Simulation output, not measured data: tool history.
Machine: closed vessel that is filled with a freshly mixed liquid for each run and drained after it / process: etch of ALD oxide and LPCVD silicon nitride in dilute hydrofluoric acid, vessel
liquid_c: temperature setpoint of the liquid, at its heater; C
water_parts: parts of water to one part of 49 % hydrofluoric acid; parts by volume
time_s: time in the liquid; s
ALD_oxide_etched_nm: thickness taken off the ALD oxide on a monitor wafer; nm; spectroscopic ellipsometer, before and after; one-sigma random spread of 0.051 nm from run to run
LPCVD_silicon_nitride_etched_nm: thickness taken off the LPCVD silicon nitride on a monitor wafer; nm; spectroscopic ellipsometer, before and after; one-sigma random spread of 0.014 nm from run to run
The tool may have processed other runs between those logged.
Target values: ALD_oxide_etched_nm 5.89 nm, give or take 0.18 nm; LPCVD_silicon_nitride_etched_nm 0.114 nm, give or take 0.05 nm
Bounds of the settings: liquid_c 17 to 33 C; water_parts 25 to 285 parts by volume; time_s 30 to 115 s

run  hour  liquid_c  water_parts  time_s  ALD_oxide_etched_nm  LPCVD_silicon_nitride_etched_nm
  1     0        25          155      60               9.4948                          0.20715
  2   2.9        23          160      60                8.598                          0.17096
  3   8.3        23          190      60               6.9912                            0.135
  4  12.3        23          190      75               8.8461                          0.15077
  5  17.2      22.5          200      75               8.1766                          0.16082
  6  23.5      21.5          205      75               7.4239                          0.12876
  7  30.7        21          210      75               7.2484                          0.12941
  8    32      20.5          215      75               6.8156                          0.15896
  9  35.2      20.5          220      75               6.6133                          0.12356
 10  39.3      19.5          220      75               6.4295                          0.12579
 11    48        19          220      75               6.3248                          0.13593

Which single option among these 4 for the next run brings every result within its allowed miss of target? Just one does.
  A  56.7        17          190      70                    ?                                ?
  B  56.7        17          215      80                    ?                                ?
  C  56.7        17          155      55                    ?                                ?
  D  56.7        18          160      50                    ?                                ?

move  ALD_oxide_etched_nm  LPCVD_silicon_nitride_etched_nm
   A                6.562                          0.10305
   B               6.4778                          0.10462
   C               6.5324                         0.098469
   D               5.9624                         0.092935
A: its largest miss is bigger than the last run's
B: its largest miss is bigger than the last run's
C: its largest miss is bigger than the last run's
D: in spec on every target
So the answer is move D, the one that meets all the targets.
